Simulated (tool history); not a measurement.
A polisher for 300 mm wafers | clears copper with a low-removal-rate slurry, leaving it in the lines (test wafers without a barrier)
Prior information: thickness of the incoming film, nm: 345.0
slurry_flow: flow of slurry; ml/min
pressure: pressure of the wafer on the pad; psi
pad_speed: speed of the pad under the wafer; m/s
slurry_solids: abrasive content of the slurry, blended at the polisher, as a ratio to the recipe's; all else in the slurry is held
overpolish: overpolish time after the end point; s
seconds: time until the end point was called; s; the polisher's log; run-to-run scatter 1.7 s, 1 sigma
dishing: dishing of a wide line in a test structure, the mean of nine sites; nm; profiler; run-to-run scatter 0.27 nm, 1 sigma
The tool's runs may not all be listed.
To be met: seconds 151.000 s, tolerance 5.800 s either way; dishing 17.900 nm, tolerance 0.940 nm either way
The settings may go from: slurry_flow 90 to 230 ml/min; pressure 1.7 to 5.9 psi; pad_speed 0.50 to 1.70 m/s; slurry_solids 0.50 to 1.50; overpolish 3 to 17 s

run 1 day=0.000 | slurry_flow=150 pressure=3.8 pad_speed=1.10 slurry_solids=1.00 overpolish=9 | seconds=91.066 dishing=26.560
run 2 day=0.267 | slurry_flow=150 pressure=3.8 pad_speed=1.10 slurry_solids=1.10 overpolish=9 | seconds=87.888 dishing=27.228
run 3 day=0.496 | slurry_flow=135 pressure=3.8 pad_speed=1.10 slurry_solids=1.10 overpolish=9 | seconds=89.186 dishing=26.388
run 4 day=0.712 | slurry_flow=130 pressure=3.3 pad_speed=1.10 slurry_solids=1.10 overpolish=9 | seconds=103.630 dishing=23.243
run 5 day=0.758 | slurry_flow=125 pressure=2.9 pad_speed=1.10 slurry_solids=1.10 overpolish=9 | seconds=119.360 dishing=19.703
run 6 day=1.096 | slurry_flow=120 pressure=2.7 pad_speed=1.10 slurry_solids=1.10 overpolish=9 | seconds=128.090 dishing=19.426
run 7 day=1.246 | slurry_flow=115 pressure=2.6 pad_speed=1.10 slurry_solids=1.10 overpolish=9 | seconds=132.340 dishing=18.094
run 8 day=1.333 | slurry_flow=110 pressure=2.5 pad_speed=1.10 slurry_solids=1.10 overpolish=9 | seconds=139.850 dishing=17.465
-- day=1.708 worn pad replaced by a new one
run 9 day=1.708 | slurry_flow=95 pressure=2.3 pad_speed=1.10 slurry_solids=1.10 overpolish=10 | seconds=143.700 dishing=18.866

Which of these 5 next moves meets every target?
run A day=2.083 | slurry_flow=110 pressure=2.1 pad_speed=1.10 slurry_solids=1.15 overpolish=10 | seconds=? dishing=?
run B day=2.083 | slurry_flow=105 pressure=2.4 pad_speed=1.16 slurry_solids=1.05 overpolish=10 | seconds=? dishing=?
run C day=2.083 | slurry_flow=135 pressure=2.0 pad_speed=1.12 slurry_solids=1.15 overpolish=11 | seconds=? dishing=?
run D day=2.083 | slurry_flow=100 pressure=2.4 pad_speed=1.12 slurry_solids=1.10 overpolish=10 | seconds=? dishing=?
run E day=2.083 | slurry_flow=90 pressure=2.4 pad_speed=1.10 slurry_solids=1.15 overpolish=10 | seconds=? dishing=?

move=A seconds=151.000 dishing=17.369
move=B seconds=132.880 dishing=19.644
move=C seconds=150.350 dishing=19.038
move=D seconds=135.900 dishing=19.236
move=E seconds=139.230 dishing=18.805
A: all results in spec
B: moves away from the targets compared with the last run
C: puts the biggest miss on target and leaves a different result outside tolerance
D: moves away from the targets compared with the last run
E: moves away from the targets compared with the last run
Correct choice: A, which meets every target
